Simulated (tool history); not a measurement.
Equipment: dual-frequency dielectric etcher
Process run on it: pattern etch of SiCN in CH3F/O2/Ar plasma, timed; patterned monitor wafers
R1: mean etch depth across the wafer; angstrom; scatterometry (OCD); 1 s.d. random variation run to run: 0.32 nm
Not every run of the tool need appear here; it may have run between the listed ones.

{"run": 1, "hour": 0.0, "source power (kW)": 0.46, "bias power (kW)": 0.095, "etch time (s)": 95.5, "R1": 435.0}
{"run": 2, "hour": 5.9, "source power (kW)": 0.46, "bias power (kW)": 0.095, "etch time (s)": 99.5, "R1": 454.41}
{"run": 3, "hour": 9.7, "source power (kW)": 0.46, "bias power (kW)": 0.08, "etch time (s)": 99.5, "R1": 429.53}
{"run": 4, "hour": 12.0, "source power (kW)": 0.46, "bias power (kW)": 0.066, "etch time (s)": 99.5, "R1": 398.82}
{"run": 5, "hour": 17.3, "source power (kW)": 0.53, "bias power (kW)": 0.066, "etch time (s)": 99.5, "R1": 423.27}
{"run": 6, "hour": 24.4, "source power (kW)": 0.55, "bias power (kW)": 0.07, "etch time (s)": 99.5, "R1": 438.24}
{"run": 7, "hour": 29.9, "source power (kW)": 0.57, "bias power (kW)": 0.074, "etch time (s)": 99.5, "R1": 455.59}
{"run": 8, "hour": 30.7, "source power (kW)": 0.59, "bias power (kW)": 0.076, "etch time (s)": 99.5, "R1": 462.56}
{"hour": 37.2, "done": "wet clean of the chamber"}
{"run": 9, "hour": 37.2, "source power (kW)": 0.6, "bias power (kW)": 0.079, "etch time (s)": 99.5, "R1": 484.27}

Run 10 has not been measured yet. What should we expect?
{"run": 10, "hour": 38.7, "source power (kW)": 0.61, "bias power (kW)": 0.079, "etch time (s)": 99.5, "R1": "?"}

R1: 484.08 angstrom
